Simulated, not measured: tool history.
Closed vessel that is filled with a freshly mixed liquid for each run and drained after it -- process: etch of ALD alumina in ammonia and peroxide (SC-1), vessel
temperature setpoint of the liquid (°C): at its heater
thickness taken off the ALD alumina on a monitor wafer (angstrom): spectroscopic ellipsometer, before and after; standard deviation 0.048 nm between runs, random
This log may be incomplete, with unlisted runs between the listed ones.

run	hour	temperature setpoint of the liquid (°C)	parts of 29 % ammonia solution to one part of 30 % peroxide (parts by volume)	time in the liquid (s)	thickness taken off the ALD alumina on a monitor wafer (angstrom)
1	0	58	0.95	245	172.03
2	2.9	58	1.15	245	175.83
3	7.3	57	1.15	245	166.81
4	9.2	56	1.15	245	157.7
5	10.1	56	1.2	245	159.76
6	18.1	60.5	1.2	245	200.86
7	26.3	58.5	1.2	245	181.55
8	34.8	57	1.2	245	166.87
9	36.7	56	1.2	245	157.21
10	43.1	55.5	1.2	245	155.45

What will run 11 give?
11	50	55	1.2	245	?

{"run 11": {"thickness taken off the ALD alumina on a monitor wafer (angstrom)": 149.66}}

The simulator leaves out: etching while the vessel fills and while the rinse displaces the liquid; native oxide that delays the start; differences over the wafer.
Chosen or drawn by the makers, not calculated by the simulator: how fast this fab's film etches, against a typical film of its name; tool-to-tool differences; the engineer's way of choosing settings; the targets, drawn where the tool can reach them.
